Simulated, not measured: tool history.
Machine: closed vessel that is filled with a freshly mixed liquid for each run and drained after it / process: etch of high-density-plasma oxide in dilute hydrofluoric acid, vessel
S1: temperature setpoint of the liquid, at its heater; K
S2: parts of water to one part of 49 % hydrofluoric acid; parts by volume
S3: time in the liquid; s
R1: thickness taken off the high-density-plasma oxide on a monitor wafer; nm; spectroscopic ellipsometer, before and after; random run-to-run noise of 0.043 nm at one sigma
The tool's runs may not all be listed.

Run 1, day 0: S1 294.15 K, S2 150 parts by volume, S3 365 s. Result: R1 14.385 nm.
Run 2, day 0.192: S1 293.65 K, S2 150 parts by volume, S3 365 s. Result: R1 14.152 nm.
Run 3, day 0.404: S1 293.65 K, S2 130 parts by volume, S3 365 s. Result: R1 16.547 nm.
Run 4, day 0.488: S1 293.65 K, S2 75 parts by volume, S3 365 s. Result: R1 30.595 nm.
Run 5, day 0.821: S1 293.65 K, S2 40 parts by volume, S3 365 s. Result: R1 59.996 nm.
Run 6, day 1.083: S1 293.65 K, S2 40 parts by volume, S3 365 s. Result: R1 60.06 nm.
Run 7, day 1.421: S1 293.15 K, S2 55 parts by volume, S3 365 s. Result: R1 41.997 nm.

Expected results for the next run?
Run 8, day 1.804: S1 292.65 K, S2 65 parts by volume, S3 365 s. Result: R1 ?.

Run 8 came out at R1 34.192 nm.
